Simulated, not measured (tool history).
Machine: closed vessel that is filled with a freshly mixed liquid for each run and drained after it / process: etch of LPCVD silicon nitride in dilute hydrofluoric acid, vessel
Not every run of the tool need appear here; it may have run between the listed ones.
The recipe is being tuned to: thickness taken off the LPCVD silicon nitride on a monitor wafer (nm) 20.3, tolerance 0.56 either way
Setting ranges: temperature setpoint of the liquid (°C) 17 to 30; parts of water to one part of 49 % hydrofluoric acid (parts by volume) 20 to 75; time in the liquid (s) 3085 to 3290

run    day  temperature setpoint of the liquid (°C)  parts of water to one part of 49 % hydrofluoric acid (parts by volume)  time in the liquid (s)  thickness taken off the LPCVD silicon nitride on a monitor wafer (nm)
  1      0                                       22                                                                      45                    3085                                                                 28.535
  2  0.217                                     23.5                                                                      45                    3085                                                                 31.985
  3  0.588                                     20.5                                                                      45                    3085                                                                 26.178
  4  0.796                                     20.5                                                                      45                    3290                                                                 27.796
  5  1.067                                     20.5                                                                      35                    3290                                                                 35.803
  6  1.438                                       20                                                                      35                    3290                                                                 33.787
  7  1.504                                     19.5                                                                      35                    3290                                                                 33.172
  8  1.721                                       19                                                                      35                    3290                                                                 32.065
  9  1.958                                     18.5                                                                      35                    3290                                                                  31.07
 10  2.279                                     17.5                                                                      45                    3285                                                                 22.254
 11  2.367                                       17                                                                      45                    3285                                                                 21.729
 12  2.479                                       17                                                                      50                    3285                                                                 19.494

Exactly one of the 4 candidate moves below puts every result within its allowed miss. Which one?
  A  2.592                                       18                                                                      45                    3120                                                                      ?
  B  2.592                                       18                                                                      45                    3095                                                                      ?
  C  2.592                                       17                                                                      45                    3290                                                                      ?
  D  2.592                                     18.5                                                                      50                    3100                                                                      ?

move  thickness taken off the LPCVD silicon nitride on a monitor wafer (nm)
   A                                                                 21.946
   B                                                                  21.77
   C                                                                 21.557
   D                                                                 20.394
A: pushes the last run's worst result past its target
B: pushes the last run's worst result past its target
C: pushes the last run's worst result past its target
D: all results in spec
Correct choice: D, which meets every target

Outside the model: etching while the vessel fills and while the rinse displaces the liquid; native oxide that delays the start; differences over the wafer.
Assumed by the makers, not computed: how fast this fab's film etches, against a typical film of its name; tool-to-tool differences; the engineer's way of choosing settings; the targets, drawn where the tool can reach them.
